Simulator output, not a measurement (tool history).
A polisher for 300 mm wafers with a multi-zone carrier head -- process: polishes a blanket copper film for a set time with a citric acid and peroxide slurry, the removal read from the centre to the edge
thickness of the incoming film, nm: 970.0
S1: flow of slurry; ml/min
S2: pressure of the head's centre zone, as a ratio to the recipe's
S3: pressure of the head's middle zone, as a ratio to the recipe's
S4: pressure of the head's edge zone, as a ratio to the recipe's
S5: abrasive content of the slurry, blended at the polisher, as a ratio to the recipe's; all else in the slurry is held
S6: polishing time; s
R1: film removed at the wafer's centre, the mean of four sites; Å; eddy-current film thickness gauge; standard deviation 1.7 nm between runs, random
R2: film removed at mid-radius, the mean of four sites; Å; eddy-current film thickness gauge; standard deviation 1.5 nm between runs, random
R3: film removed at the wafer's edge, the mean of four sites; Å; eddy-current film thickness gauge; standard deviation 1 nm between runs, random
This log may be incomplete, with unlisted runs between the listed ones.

run 1 hour=0 | S1=265 S2=1 S3=1 S4=1 S5=1 S6=76 | R1=890.24 R2=876.36 R3=904.85
run 2 hour=7.5 | S1=265 S2=0.93 S3=1 S4=1 S5=1 S6=76 | R1=811.7 R2=861.6 R3=906.28
run 3 hour=8.9 | S1=265 S2=0.93 S3=1 S4=1 S5=1 S6=64 | R1=689.69 R2=723.25 R3=757.26
run 4 hour=15.9 | S1=305 S2=0.93 S3=1 S4=1 S5=1 S6=64 | R1=735.96 R2=755.97 R3=779.22
run 5 hour=19.9 | S1=265 S2=0.93 S3=1 S4=1 S5=1 S6=64 | R1=698.49 R2=743.82 R3=771.07
run 6 hour=22.6 | S1=275 S2=0.96 S3=1 S4=1.02 S5=1.1 S6=68 | R1=800.84 R2=816.15 R3=845.33
run 7 hour=31.2 | S1=280 S2=0.98 S3=0.99 S4=1.04 S5=1.15 S6=71 | R1=865.1 R2=875.82 R3=913.59
run 8 hour=39.2 | S1=280 S2=0.98 S3=0.99 S4=1.04 S5=1.15 S6=71 | R1=844.6 R2=882.75 R3=908.09
run 9 hour=45.1 | S1=325 S2=1.08 S3=1 S4=1.14 S5=1.4 S6=91 | R1=1321 R2=1200.5 R3=1327.6

Run 10 has not been measured yet. What should we expect?
run 10 hour=49.7 | S1=330 S2=1.09 S3=1 S4=1.13 S5=1.4 S6=91 | R1=? R2=? R3=?

Run 10 yielded R1 1318.3 Å, R2 1237.8 Å, R3 1301.6 Å.
